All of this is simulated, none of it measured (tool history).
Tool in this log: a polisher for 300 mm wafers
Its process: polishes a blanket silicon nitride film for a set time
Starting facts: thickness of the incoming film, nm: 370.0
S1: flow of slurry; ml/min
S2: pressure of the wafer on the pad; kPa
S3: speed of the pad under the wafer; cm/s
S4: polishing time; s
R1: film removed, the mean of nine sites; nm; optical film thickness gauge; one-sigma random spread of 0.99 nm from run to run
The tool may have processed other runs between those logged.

run,hour,S1,S2,S3,S4,R1
1,0,135,15.9,114,113,126.33
2,8.6,135,13.8,114,113,110.4
3,10.8,135,13.8,100,113,96.287
4,13.8,135,13.8,124,113,113.6
5,17.4,135,11.7,122,113,97.664
6,22.8,135,11.7,148,113,111.09
7,30.4,130,10.3,140,113,95.254
8,31.2,125,9,136,113,82.024

What will run 9 give?
9,37.2,120,8.3,136,113,?

R1: 74.892 nm
